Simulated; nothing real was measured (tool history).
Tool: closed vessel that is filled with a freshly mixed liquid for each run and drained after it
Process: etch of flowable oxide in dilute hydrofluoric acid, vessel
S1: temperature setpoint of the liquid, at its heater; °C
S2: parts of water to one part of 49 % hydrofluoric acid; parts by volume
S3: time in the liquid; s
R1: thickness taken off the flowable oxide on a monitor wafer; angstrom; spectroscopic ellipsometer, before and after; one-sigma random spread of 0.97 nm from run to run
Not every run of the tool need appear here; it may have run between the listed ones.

run	hour	S1	S2	S3	R1
1	0.0	25.0	160	120	362.32
2	9.0	25.0	120	120	501.89
3	16.8	22.5	120	120	455.21
4	18.3	22.5	160	120	326.75
5	24.4	25.5	120	120	506.80
6	28.9	27.5	90	120	764.21
7	33.1	27.5	90	120	767.96
8	36.0	31.5	30	120	2965.50

What will run 9 give?
9	43.0	29.5	30	120	?

{"run 9": {"R1": 2721.9}}
